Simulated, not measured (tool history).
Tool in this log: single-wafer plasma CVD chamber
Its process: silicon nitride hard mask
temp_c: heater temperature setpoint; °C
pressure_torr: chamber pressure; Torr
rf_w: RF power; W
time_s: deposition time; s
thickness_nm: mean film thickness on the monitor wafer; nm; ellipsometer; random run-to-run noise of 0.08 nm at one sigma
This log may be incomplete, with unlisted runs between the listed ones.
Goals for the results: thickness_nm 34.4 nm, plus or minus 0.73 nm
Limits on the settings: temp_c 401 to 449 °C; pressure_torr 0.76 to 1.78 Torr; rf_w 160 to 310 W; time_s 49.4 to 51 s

| run | hour | temp_c | pressure_torr | rf_w | time_s | thickness_nm |
|---|---|---|---|---|---|---|
| 1 | 0 | 425 | 1.27 | 235 | 49.4 | 42.699 |
| 2 | 5.4 | 432 | 1.27 | 235 | 49.4 | 42.856 |
| 3 | 12.8 | 432 | 1.27 | 235 | 49.4 | 42.728 |
| 4 | 13.9 | 432 | 1.15 | 235 | 49.4 | 40.646 |
| 5 | 15 | 432 | 1.07 | 235 | 49.4 | 38.99 |
| 6 | 22.7 | 426 | 1.07 | 235 | 49.4 | 39.093 |
| 7 | 28.7 | 426 | 1.01 | 235 | 49.4 | 37.835 |
| 8 | 34.7 | 426 | 0.97 | 235 | 49.4 | 36.836 |
| 9 | 42.5 | 426 | 0.94 | 235 | 49.4 | 35.923 |
| 10 | 48.7 | 426 | 0.92 | 235 | 49.4 | 35.598 |
| 11 | 52.5 | 426 | 0.92 | 235 | 49.4 | 35.429 |
| 12 | 60.8 | 426 | 0.91 | 235 | 49.4 | 35.249 |

Exercise: of the 4 proposed moves below, exactly one satisfies all targets within the stated allowed misses. Which move is it?
| A | 69.1 | 426 | 0.76 | 305 | 49.4 | ? |
| B | 69.1 | 432 | 1.05 | 210 | 49.4 | ? |
| C | 69.1 | 429 | 0.93 | 245 | 49.4 | ? |
| D | 69.1 | 430 | 0.96 | 220 | 51 | ? |

| move | thickness_nm |
|---|---|
| A | 34.105 |
| B | 36.173 |
| C | 36.459 |
| D | 36.194 |
A: all results in spec
B: moves away from the targets compared with the last run
C: moves away from the targets compared with the last run
D: moves away from the targets compared with the last run
A meets every target.
